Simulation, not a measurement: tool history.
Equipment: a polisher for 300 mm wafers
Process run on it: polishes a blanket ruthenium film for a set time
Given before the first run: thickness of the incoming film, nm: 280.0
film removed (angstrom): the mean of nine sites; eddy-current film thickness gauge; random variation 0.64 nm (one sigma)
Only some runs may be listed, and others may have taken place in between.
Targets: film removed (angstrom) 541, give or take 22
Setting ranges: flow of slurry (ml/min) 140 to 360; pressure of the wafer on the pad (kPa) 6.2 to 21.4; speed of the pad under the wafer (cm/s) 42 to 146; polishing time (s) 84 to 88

run,day,flow of slurry (ml/min),pressure of the wafer on the pad (kPa),speed of the pad under the wafer (cm/s),polishing time (s),film removed (angstrom)
1,0,230,13.8,94,84,902.79
2,0.258,230,16.5,94,84,1058.7
3,0.471,255,16.5,94,84,1076.3
4,0.638,255,16.5,94,84,1054.8
5,0.679,255,15.2,92,84,982.44
6,0.717,255,15.2,76,84,815.55
7,1.083,255,14.5,76,84,771.8
8,1.325,255,13.8,76,84,745.73
9,1.675,255,13.1,76,84,704.84
10,2.021,255,12.4,76,84,666.08
11,2.2,255,11.7,76,84,638.5
12,2.283,255,10.3,76,84,572.9

5 candidate next runs follow, results not yet known. Just one meets every target within its allowed miss. Identify it.
A,2.367,215,9.7,70,88,?
B,2.367,300,10.3,74,88,?
C,2.367,250,9.7,70,84,?
D,2.367,265,9,80,86,?
E,2.367,300,9.7,66,84,?

move,film removed (angstrom)
A,504.42
B,588.26
C,490.7
D,538
E,472.68
A: the result that was furthest off in the last run now lies on the other side of its target
B: the biggest miss grows against the last run
C: the result that was furthest off in the last run now lies on the other side of its target
D: every result lands within tolerance
E: the result that was furthest off in the last run now lies on the other side of its target
Correct choice: D, which meets every target

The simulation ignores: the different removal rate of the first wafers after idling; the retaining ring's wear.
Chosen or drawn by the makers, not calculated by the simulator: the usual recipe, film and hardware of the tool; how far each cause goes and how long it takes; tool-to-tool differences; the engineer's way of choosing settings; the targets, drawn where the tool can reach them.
